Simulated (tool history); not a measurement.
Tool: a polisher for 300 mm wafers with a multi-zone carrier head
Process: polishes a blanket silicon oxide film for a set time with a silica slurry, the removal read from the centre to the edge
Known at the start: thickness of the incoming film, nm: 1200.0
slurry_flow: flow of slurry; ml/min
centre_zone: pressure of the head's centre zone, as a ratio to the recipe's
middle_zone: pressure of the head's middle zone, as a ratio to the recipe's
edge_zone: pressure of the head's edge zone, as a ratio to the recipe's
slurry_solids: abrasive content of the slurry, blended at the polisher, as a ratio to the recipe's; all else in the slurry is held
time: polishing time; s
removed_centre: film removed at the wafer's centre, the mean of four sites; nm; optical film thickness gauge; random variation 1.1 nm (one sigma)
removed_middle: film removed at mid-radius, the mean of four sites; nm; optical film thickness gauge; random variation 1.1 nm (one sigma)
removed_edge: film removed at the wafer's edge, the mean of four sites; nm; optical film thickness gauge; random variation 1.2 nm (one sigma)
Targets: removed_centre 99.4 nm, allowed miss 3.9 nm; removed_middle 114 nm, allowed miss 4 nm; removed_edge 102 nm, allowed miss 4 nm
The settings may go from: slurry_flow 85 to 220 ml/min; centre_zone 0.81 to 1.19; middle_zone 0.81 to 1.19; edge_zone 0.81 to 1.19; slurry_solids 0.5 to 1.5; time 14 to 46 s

Run 1, hour 0: slurry_flow 140 ml/min, centre_zone 1, middle_zone 1, edge_zone 1, slurry_solids 1, time 30 s. Result: removed_centre 135.67 nm, removed_middle 135.71 nm, removed_edge 135.77 nm.
Run 2, hour 1.8: slurry_flow 140 ml/min, centre_zone 1.05, middle_zone 1, edge_zone 1, slurry_solids 1, time 30 s. Result: removed_centre 139.59 nm, removed_middle 137.24 nm, removed_edge 136.98 nm.
Run 3, hour 9.5: slurry_flow 130 ml/min, centre_zone 1, middle_zone 1.02, edge_zone 0.96, slurry_solids 0.9, time 30 s. Result: removed_centre 130.29 nm, removed_middle 134.18 nm, removed_edge 128.24 nm.
Run 4, hour 13: slurry_flow 125 ml/min, centre_zone 0.96, middle_zone 1.02, edge_zone 0.94, slurry_solids 0.75, time 30 s. Result: removed_centre 116.24 nm, removed_middle 124.85 nm, removed_edge 118.51 nm.
Run 5, hour 14.5: slurry_flow 125 ml/min, centre_zone 0.88, middle_zone 1.02, edge_zone 0.94, slurry_solids 0.75, time 30 s. Result: removed_centre 105.88 nm, removed_middle 125.82 nm, removed_edge 119.46 nm.
Run 6, hour 19.2: slurry_flow 120 ml/min, centre_zone 0.89, middle_zone 1.02, edge_zone 0.91, slurry_solids 0.7, time 30 s. Result: removed_centre 106.86 nm, removed_middle 121.25 nm, removed_edge 116.35 nm.
Run 7, hour 21.3: slurry_flow 120 ml/min, centre_zone 0.88, middle_zone 1.1, edge_zone 0.82, slurry_solids 0.5, time 29 s. Result: removed_centre 92.975 nm, removed_middle 116.42 nm, removed_edge 97.712 nm.
Run 8, hour 24.8: slurry_flow 125 ml/min, centre_zone 0.89, middle_zone 1.08, edge_zone 0.83, slurry_solids 0.5, time 29 s. Result: removed_centre 93.744 nm, removed_middle 115.21 nm, removed_edge 102.18 nm.
Run 9, hour 26.5: slurry_flow 130 ml/min, centre_zone 0.96, middle_zone 1.07, edge_zone 0.81, slurry_solids 0.5, time 28 s. Result: removed_centre 97.366 nm, removed_middle 108.78 nm, removed_edge 97.739 nm.

Which of these 5 next moves meets every target?
Run A, hour 28.2: slurry_flow 180 ml/min, centre_zone 1.01, middle_zone 0.95, edge_zone 0.91, slurry_solids 0.5, time 26 s. Result: removed_centre ?, removed_middle ?, removed_edge ?.
Run B, hour 28.2: slurry_flow 165 ml/min, centre_zone 0.95, middle_zone 1.05, edge_zone 0.89, slurry_solids 0.55, time 25 s. Result: removed_centre ?, removed_middle ?, removed_edge ?.
Run C, hour 28.2: slurry_flow 125 ml/min, centre_zone 1.01, middle_zone 1.03, edge_zone 0.82, slurry_solids 0.55, time 26 s. Result: removed_centre ?, removed_middle ?, removed_edge ?.
Run D, hour 28.2: slurry_flow 115 ml/min, centre_zone 0.89, middle_zone 1.01, edge_zone 0.85, slurry_solids 0.5, time 29 s. Result: removed_centre ?, removed_middle ?, removed_edge ?.
Run E, hour 28.2: slurry_flow 85 ml/min, centre_zone 0.96, middle_zone 1.08, edge_zone 0.83, slurry_solids 0.55, time 30 s. Result: removed_centre ?, removed_middle ?, removed_edge ?.

move  removed_centre  removed_middle  removed_edge
   A          102.36          96.554        97.066
   B          93.355          102.05        93.731
   C          98.012          99.668        91.797
   D          92.434          105.32        100.23
   E          98.367          110.83        100.75
A: further off than the last run
B: further off than the last run
C: further off than the last run
D: further off than the last run
E: meets every target
Move E is the one to make.

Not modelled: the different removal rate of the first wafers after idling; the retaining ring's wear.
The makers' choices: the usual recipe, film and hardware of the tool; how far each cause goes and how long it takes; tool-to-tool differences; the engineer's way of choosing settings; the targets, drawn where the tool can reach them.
